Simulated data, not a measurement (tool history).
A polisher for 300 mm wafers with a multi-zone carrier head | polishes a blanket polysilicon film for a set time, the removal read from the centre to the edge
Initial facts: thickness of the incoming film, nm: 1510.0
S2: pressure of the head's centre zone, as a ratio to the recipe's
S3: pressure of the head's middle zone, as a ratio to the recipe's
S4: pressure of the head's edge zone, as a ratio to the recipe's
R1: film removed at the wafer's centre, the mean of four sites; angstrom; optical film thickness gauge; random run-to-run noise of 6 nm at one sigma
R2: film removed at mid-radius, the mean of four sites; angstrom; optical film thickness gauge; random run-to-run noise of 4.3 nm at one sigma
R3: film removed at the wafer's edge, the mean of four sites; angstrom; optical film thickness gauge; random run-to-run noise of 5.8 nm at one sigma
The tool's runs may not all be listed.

run 1 hour=0.0 | flow_of_slurry_(ml/min)=195 S2=1.00 S3=1.00 S4=1.00 polishing_time_(s)=54 | R1=4063.5 R2=3900.8 R3=3940.7
run 2 hour=5.6 | flow_of_slurry_(ml/min)=195 S2=1.06 S3=1.00 S4=1.00 polishing_time_(s)=54 | R1=4191.4 R2=3928.3 R3=3834.9
run 3 hour=11.5 | flow_of_slurry_(ml/min)=195 S2=1.06 S3=1.00 S4=1.00 polishing_time_(s)=44 | R1=3418.3 R2=3171.5 R3=3103.4
run 4 hour=19.8 | flow_of_slurry_(ml/min)=205 S2=1.07 S3=1.01 S4=1.01 polishing_time_(s)=46 | R1=3703.5 R2=3398.8 R3=3332.4
run 5 hour=27.3 | flow_of_slurry_(ml/min)=215 S2=1.08 S3=1.03 S4=1.03 polishing_time_(s)=47 | R1=3824.6 R2=3569.8 R3=3426.3
run 6 hour=28.5 | flow_of_slurry_(ml/min)=225 S2=1.09 S3=1.03 S4=1.05 polishing_time_(s)=48 | R1=3892.6 R2=3635.1 R3=3654.7
run 7 hour=31.1 | flow_of_slurry_(ml/min)=230 S2=1.11 S3=1.04 S4=1.05 polishing_time_(s)=49 | R1=4005.3 R2=3744.8 R3=3719.7

What will run 8 give?
run 8 hour=39.4 | flow_of_slurry_(ml/min)=235 S2=1.12 S3=1.04 S4=1.04 polishing_time_(s)=51 | R1=? R2=? R3=?

Logged for run 8: R1 4365.5 angstrom, R2 3867.5 angstrom, R3 3735.3 angstrom.
